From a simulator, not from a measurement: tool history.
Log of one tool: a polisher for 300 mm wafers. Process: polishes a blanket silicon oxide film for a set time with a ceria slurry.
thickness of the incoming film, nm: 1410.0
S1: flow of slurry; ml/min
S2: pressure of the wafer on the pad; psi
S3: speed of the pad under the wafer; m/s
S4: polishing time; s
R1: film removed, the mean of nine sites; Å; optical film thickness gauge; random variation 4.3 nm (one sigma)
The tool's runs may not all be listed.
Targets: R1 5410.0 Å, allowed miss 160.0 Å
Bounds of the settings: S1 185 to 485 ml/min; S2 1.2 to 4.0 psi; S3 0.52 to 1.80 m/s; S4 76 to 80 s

{"run": 1, "hour": 0.0, "S1": 310, "S2": 2.6, "S3": 1.16, "S4": 76, "R1": 3473.6}
{"run": 2, "hour": 2.4, "S1": 310, "S2": 2.7, "S3": 1.16, "S4": 76, "R1": 3595.7}
{"run": 3, "hour": 6.8, "S1": 310, "S2": 2.8, "S3": 1.16, "S4": 76, "R1": 3841.0}
{"run": 4, "hour": 11.0, "S1": 310, "S2": 2.2, "S3": 1.16, "S4": 76, "R1": 2985.5}
{"run": 5, "hour": 17.9, "S1": 310, "S2": 2.0, "S3": 1.16, "S4": 76, "R1": 2714.5}
{"run": 6, "hour": 25.2, "S1": 310, "S2": 2.0, "S3": 1.16, "S4": 80, "R1": 2832.3}
{"run": 7, "hour": 26.9, "S1": 310, "S2": 2.2, "S3": 1.16, "S4": 80, "R1": 3201.4}
{"run": 8, "hour": 28.6, "S1": 310, "S2": 2.3, "S3": 1.16, "S4": 80, "R1": 3310.7}
{"run": 9, "hour": 29.8, "S1": 310, "S2": 2.4, "S3": 1.16, "S4": 80, "R1": 3407.8}
{"run": 10, "hour": 32.1, "S1": 310, "S2": 2.5, "S3": 1.16, "S4": 80, "R1": 3554.3}
{"run": 11, "hour": 33.6, "S1": 310, "S2": 2.5, "S3": 1.16, "S4": 80, "R1": 3571.0}
{"run": 12, "hour": 42.2, "S1": 310, "S2": 2.5, "S3": 1.16, "S4": 80, "R1": 3546.4}
{"run": 13, "hour": 43.3, "S1": 310, "S2": 2.5, "S3": 1.16, "S4": 80, "R1": 3558.4}

Which of these 4 next moves meets every target?
{"run": "A", "hour": 44.4, "S1": 325, "S2": 1.7, "S3": 1.16, "S4": 76, "R1": "?"}
{"run": "B", "hour": 44.4, "S1": 320, "S2": 3.1, "S3": 1.34, "S4": 80, "R1": "?"}
{"run": "C", "hour": 44.4, "S1": 415, "S2": 2.7, "S3": 1.6, "S4": 80, "R1": "?"}
{"run": "D", "hour": 44.4, "S1": 340, "S2": 3.3, "S3": 1.42, "S4": 80, "R1": "?"}

move=A R1=2334.5
move=B R1=5044.6
move=C R1=5337.2
move=D R1=5698.9
A: further off than the last run
B: nearer than the last run, and not there yet
C: meets every target
D: takes the result that was furthest off past its target
Answer: C

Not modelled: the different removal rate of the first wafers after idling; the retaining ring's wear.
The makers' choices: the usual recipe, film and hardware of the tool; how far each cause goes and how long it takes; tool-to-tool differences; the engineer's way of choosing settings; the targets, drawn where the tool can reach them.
